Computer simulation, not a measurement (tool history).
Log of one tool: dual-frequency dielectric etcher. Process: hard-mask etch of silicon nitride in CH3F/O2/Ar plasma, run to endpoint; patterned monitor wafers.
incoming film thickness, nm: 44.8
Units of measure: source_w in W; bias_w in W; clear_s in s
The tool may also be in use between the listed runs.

{"run": 1, "day": 0.0, "source_w": 400, "bias_w": 53, "clear_s": 70.902}
{"run": 2, "day": 0.325, "source_w": 430, "bias_w": 54, "clear_s": 68}
{"run": 3, "day": 0.408, "source_w": 380, "bias_w": 54, "clear_s": 72.523}
{"run": 4, "day": 0.754, "source_w": 360, "bias_w": 54, "clear_s": 74.974}
{"run": 5, "day": 0.933, "source_w": 390, "bias_w": 54, "clear_s": 71.596}
{"run": 6, "day": 1.262, "source_w": 350, "bias_w": 54, "clear_s": 76.35}

Run 7 is up next; what results do you expect?
{"run": 7, "day": 1.379, "source_w": 380, "bias_w": 54, "clear_s": "?"}

clear_s: 72.655 s
